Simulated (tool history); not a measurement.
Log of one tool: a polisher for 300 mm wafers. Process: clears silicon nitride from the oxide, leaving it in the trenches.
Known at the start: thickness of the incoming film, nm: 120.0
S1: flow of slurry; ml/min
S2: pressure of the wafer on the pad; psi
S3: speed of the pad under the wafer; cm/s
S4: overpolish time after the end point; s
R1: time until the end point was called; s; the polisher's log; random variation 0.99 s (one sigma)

Run 1, hour 0.0: S1 240 ml/min, S2 2.9 psi, S3 110 cm/s, S4 12 s. Result: R1 136.63 s.
Run 2, hour 7.7: S1 240 ml/min, S2 2.9 psi, S3 110 cm/s, S4 9 s. Result: R1 137.35 s.
Run 3, hour 16.7: S1 300 ml/min, S2 2.9 psi, S3 110 cm/s, S4 9 s. Result: R1 135.67 s.
Run 4, hour 24.9: S1 255 ml/min, S2 2.9 psi, S3 110 cm/s, S4 9 s. Result: R1 135.78 s.
Run 5, hour 30.8: S1 255 ml/min, S2 3.0 psi, S3 110 cm/s, S4 9 s. Result: R1 132.99 s.
Run 6, hour 34.7: S1 255 ml/min, S2 3.3 psi, S3 110 cm/s, S4 9 s. Result: R1 119.78 s.
Run 7, hour 42.8: S1 255 ml/min, S2 3.4 psi, S3 110 cm/s, S4 9 s. Result: R1 115.67 s.

Run 8 comes next. What will it give?
Run 8, hour 43.8: S1 255 ml/min, S2 3.5 psi, S3 110 cm/s, S4 9 s. Result: R1 ?.

{"run 8": {"R1": 113.03}}
